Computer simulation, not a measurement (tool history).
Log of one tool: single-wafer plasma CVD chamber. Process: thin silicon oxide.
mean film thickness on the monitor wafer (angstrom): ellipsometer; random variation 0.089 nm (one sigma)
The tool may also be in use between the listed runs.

run,hour,heater temperature setpoint (deg C),chamber pressure (Pa),RF power (W),deposition time (s),mean film thickness on the monitor wafer (angstrom)
1,0,420,88.4,345,13.5,200.25
2,3.5,420,99.5,345,13.5,222.4
3,4.3,428,99.5,345,13.5,223.45
4,12,428,99.5,325,13.5,214.87
5,17.6,428,93.6,320,13.5,203.1
6,26.4,428,89.1,320,13.5,192.31
7,34.2,428,86.1,320,13.5,186.03
8,36.3,428,84,320,13.5,182.57
9,40.6,428,82.4,320,13.5,178

The next listed run, before its measurement:
10,47.1,428,81.5,320,13.5,?

mean film thickness on the monitor wafer (angstrom): 176.12

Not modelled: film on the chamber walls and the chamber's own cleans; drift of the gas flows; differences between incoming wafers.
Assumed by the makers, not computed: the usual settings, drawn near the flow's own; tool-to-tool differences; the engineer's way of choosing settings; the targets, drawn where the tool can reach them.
